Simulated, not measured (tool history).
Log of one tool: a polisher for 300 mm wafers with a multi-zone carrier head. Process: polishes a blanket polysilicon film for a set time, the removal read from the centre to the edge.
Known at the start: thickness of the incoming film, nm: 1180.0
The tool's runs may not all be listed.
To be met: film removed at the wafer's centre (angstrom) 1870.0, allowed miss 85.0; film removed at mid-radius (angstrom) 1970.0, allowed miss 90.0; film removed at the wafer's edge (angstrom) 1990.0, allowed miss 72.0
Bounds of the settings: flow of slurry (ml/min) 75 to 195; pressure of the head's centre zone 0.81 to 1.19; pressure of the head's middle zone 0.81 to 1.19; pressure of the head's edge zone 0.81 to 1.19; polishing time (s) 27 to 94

run	hour	flow of slurry (ml/min)	pressure of the head's centre zone	pressure of the head's middle zone	pressure of the head's edge zone	polishing time (s)	film removed at the wafer's centre (angstrom)	film removed at mid-radius (angstrom)	film removed at the wafer's edge (angstrom)
1	0.0	125	1.00	1.00	1.00	60	3198.9	3270.3	3268.5
2	3.4	125	1.00	0.96	1.00	60	3080.9	3132.2	3287.5
3	10.6	125	1.00	0.96	1.00	71	3657.8	3780.4	3874.5
4	12.7	120	0.98	0.96	0.97	63	3184.5	3381.7	3366.4
5	14.3	115	0.98	0.95	0.95	56	2799.9	2882.2	2968.5
6	15.4	140	0.98	0.95	0.95	56	2935.7	3111.8	3019.4
7	19.8	140	0.98	0.95	0.95	56	2953.2	2968.2	3009.9
8	20.4	105	0.91	0.91	0.85	39	1726.9	1882.1	1867.7
9	21.8	110	0.91	0.91	0.86	39	1811.0	1952.2	1911.3
10	23.2	115	0.90	0.88	0.91	39	1794.7	1872.3	2001.9

Which of these 5 next moves meets every target?
A	24.6	150	1.16	0.88	0.94	33	?	?	?
B	24.6	135	0.93	1.04	0.81	37	?	?	?
C	24.6	115	0.92	0.88	0.87	40	?	?	?
D	24.6	110	0.90	0.89	0.90	36	?	?	?
E	24.6	140	0.88	1.07	0.81	36	?	?	?

move	film removed at the wafer's centre (angstrom)	film removed at mid-radius (angstrom)	film removed at the wafer's edge (angstrom)
A	2124.4	1753.6	1832.9
B	1848.5	2202.0	1880.1
C	1864.8	1969.0	2032.8
D	1612.5	1761.4	1838.8
E	1721.1	2217.8	1841.4
A: further off than the last run
B: takes the result that was furthest off past its target
C: meets every target
D: further off than the last run
E: takes the result that was furthest off past its target
The right move is C.

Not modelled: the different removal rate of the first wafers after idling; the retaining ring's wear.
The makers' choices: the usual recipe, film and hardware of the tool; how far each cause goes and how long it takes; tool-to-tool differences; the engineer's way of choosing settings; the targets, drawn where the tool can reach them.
